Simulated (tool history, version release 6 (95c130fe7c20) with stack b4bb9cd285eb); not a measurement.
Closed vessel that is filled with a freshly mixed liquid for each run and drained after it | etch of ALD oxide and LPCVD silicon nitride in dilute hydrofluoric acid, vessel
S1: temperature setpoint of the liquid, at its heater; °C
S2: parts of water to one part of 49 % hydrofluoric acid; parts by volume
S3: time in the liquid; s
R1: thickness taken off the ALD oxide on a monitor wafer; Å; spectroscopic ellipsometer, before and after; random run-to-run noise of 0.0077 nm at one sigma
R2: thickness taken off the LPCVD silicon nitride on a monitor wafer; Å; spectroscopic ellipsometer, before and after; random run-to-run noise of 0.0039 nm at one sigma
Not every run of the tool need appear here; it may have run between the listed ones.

run,hour,S1,S2,S3,R1,R2
1,0,24,255,60,47.09,0.80353
2,1.7,24,255,50,39.241,0.89188
3,6.6,24,255,75,59.695,1.0142
4,14.9,22,315,65,36.867,0.86664
5,23.9,21,360,55,24.834,0.53499
6,27.3,21,330,55,27.567,0.75087

What does the tool deliver on the next run?
7,35,20.5,370,50,?,?

{"run 7": {"R1": 21.595, "R2": 0.42396}}
